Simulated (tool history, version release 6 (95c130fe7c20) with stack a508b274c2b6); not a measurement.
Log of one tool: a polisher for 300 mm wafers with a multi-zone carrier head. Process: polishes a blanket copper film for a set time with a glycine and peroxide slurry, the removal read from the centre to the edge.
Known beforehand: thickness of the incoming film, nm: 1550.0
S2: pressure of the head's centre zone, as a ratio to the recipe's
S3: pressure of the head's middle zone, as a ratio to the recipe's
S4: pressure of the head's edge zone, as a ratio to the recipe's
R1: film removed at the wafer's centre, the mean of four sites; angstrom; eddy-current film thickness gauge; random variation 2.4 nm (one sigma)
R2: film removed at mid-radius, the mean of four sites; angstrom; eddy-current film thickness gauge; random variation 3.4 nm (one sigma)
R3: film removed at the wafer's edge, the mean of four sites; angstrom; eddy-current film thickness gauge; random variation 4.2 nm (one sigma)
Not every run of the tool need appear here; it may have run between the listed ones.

Run 1, hour 0.0: flow of slurry (ml/min) 290, S2 1.00, S3 1.00, S4 1.00, polishing time (s) 80. Result: R1 3901.0 angstrom, R2 3979.5 angstrom, R3 3852.4 angstrom.
Run 2, hour 5.4: flow of slurry (ml/min) 340, S2 1.00, S3 1.00, S4 1.00, polishing time (s) 80. Result: R1 3919.0 angstrom, R2 4012.4 angstrom, R3 4014.0 angstrom.
Run 3, hour 6.6: flow of slurry (ml/min) 285, S2 1.00, S3 1.00, S4 1.00, polishing time (s) 80. Result: R1 3904.6 angstrom, R2 4013.5 angstrom, R3 3944.7 angstrom.
Run 4, hour 10.3: flow of slurry (ml/min) 280, S2 1.00, S3 0.99, S4 0.99, polishing time (s) 78. Result: R1 3846.3 angstrom, R2 3796.7 angstrom, R3 3757.3 angstrom.
Run 5, hour 18.1: flow of slurry (ml/min) 280, S2 1.00, S3 1.04, S4 0.99, polishing time (s) 78. Result: R1 3784.9 angstrom, R2 3932.3 angstrom, R3 3760.5 angstrom.
Run 6, hour 25.8: flow of slurry (ml/min) 280, S2 1.00, S3 1.04, S4 0.90, polishing time (s) 78. Result: R1 3797.4 angstrom, R2 3907.2 angstrom, R3 3657.0 angstrom.
Run 7, hour 29.4: flow of slurry (ml/min) 275, S2 0.99, S3 1.03, S4 0.89, polishing time (s) 76. Result: R1 3709.9 angstrom, R2 3793.3 angstrom, R3 3484.4 angstrom.
Run 8, hour 36.3: flow of slurry (ml/min) 275, S2 0.98, S3 1.02, S4 0.89, polishing time (s) 75. Result: R1 3611.6 angstrom, R2 3700.8 angstrom, R3 3498.6 angstrom.
Run 9, hour 37.0: flow of slurry (ml/min) 270, S2 0.98, S3 1.02, S4 0.88, polishing time (s) 74. Result: R1 3509.1 angstrom, R2 3763.5 angstrom, R3 3371.1 angstrom.

What will run 10 give?
Run 10, hour 44.2: flow of slurry (ml/min) 275, S2 0.98, S3 1.01, S4 0.89, polishing time (s) 72. Result: R1 ?, R2 ?, R3 ?.

Run 10 measured R1 3417.6 angstrom, R2 3530.0 angstrom, R3 3275.8 angstrom.

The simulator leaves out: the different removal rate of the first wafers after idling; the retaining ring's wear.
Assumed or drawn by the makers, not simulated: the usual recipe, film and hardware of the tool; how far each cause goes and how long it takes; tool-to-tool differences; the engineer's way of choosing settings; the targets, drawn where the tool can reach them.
